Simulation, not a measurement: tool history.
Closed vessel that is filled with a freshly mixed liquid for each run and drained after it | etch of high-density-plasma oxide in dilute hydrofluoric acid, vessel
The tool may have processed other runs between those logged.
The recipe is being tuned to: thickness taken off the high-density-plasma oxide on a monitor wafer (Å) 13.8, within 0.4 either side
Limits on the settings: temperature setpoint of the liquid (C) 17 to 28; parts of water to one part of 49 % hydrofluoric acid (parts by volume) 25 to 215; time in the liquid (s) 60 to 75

run,hour,temperature setpoint of the liquid (C),parts of water to one part of 49 % hydrofluoric acid (parts by volume),time in the liquid (s),thickness taken off the high-density-plasma oxide on a monitor wafer (Å)
1,0,20,120,75,24.919
2,1.9,20,120,75,25.441
3,8.8,19.5,135,75,21.385
4,12.9,19.5,160,75,17.558
5,17,22.5,160,75,19.83
6,17.9,25,160,75,21.611
7,22.3,23,165,75,19.428
8,26.8,21.5,170,75,17.771
9,35,20.5,175,75,16.585
10,42.1,19.5,180,75,15.296

Which one of the following 5 next-run settings gets every result inside its allowed miss? There is exactly one.
A,49.2,19.5,185,75,?
B,49.2,25,210,70,?
C,49.2,17,150,60,?
D,49.2,21,170,75,?
E,49.2,17,170,75,?

move,thickness taken off the high-density-plasma oxide on a monitor wafer (Å)
A,14.843
B,14.635
C,13.71
D,17.389
E,14.834
A: better than the last run, though not everything is in spec
B: better than the last run, though not everything is in spec
C: all results in spec
D: moves away from the targets compared with the last run
E: better than the last run, though not everything is in spec
So the answer is move C, the one that meets all the targets.
